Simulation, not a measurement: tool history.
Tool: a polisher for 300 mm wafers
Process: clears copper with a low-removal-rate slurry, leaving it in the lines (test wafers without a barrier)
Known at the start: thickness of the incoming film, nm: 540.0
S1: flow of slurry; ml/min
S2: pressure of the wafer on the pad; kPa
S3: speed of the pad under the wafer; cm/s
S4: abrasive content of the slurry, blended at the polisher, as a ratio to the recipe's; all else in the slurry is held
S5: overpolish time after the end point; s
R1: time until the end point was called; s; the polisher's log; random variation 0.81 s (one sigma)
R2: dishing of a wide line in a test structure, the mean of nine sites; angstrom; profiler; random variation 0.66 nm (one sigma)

Run 1, hour 0: S1 205 ml/min, S2 26.9 kPa, S3 140 cm/s, S4 1, S5 11 s. Result: R1 96.091 s, R2 373.82 angstrom.
Run 2, hour 8: S1 180 ml/min, S2 26.9 kPa, S3 140 cm/s, S4 1, S5 11 s. Result: R1 95.578 s, R2 373.59 angstrom.
Run 3, hour 14: S1 180 ml/min, S2 24.1 kPa, S3 140 cm/s, S4 1, S5 11 s. Result: R1 108.29 s, R2 339.72 angstrom.
Run 4, hour 17.3: S1 180 ml/min, S2 26.2 kPa, S3 140 cm/s, S4 1, S5 11 s. Result: R1 97.935 s, R2 360.67 angstrom.
Run 5, hour 23: S1 180 ml/min, S2 26.2 kPa, S3 156 cm/s, S4 1, S5 11 s. Result: R1 89.725 s, R2 389.05 angstrom.
Run 6, hour 28: S1 215 ml/min, S2 26.2 kPa, S3 156 cm/s, S4 1, S5 11 s. Result: R1 87.631 s, R2 399.62 angstrom.
Run 7, hour 33.9: S1 215 ml/min, S2 27.6 kPa, S3 156 cm/s, S4 1, S5 11 s. Result: R1 83.53 s, R2 407.55 angstrom.
Run 8, hour 38.7: S1 215 ml/min, S2 29 kPa, S3 156 cm/s, S4 1, S5 11 s. Result: R1 79.189 s, R2 442.54 angstrom.
Run 9, hour 42.1: S1 215 ml/min, S2 30.3 kPa, S3 158 cm/s, S4 1, S5 10 s. Result: R1 73.865 s, R2 428.48 angstrom.
Run 10, hour 46.7: S1 215 ml/min, S2 31 kPa, S3 158 cm/s, S4 1, S5 10 s. Result: R1 72.236 s, R2 422.75 angstrom.
Run 11, hour 49.2: S1 215 ml/min, S2 31.7 kPa, S3 158 cm/s, S4 1, S5 10 s. Result: R1 72.187 s, R2 427.7 angstrom.
Run 12, hour 50.3: S1 215 ml/min, S2 33.1 kPa, S3 158 cm/s, S4 1, S5 10 s. Result: R1 68.533 s, R2 444.4 angstrom.

Run 13 comes next. What will it give?
Run 13, hour 57: S1 215 ml/min, S2 33.8 kPa, S3 158 cm/s, S4 1, S5 10 s. Result: R1 ?, R2 ?.

Run 13 gave R1 68.327 s, R2 457.13 angstrom.
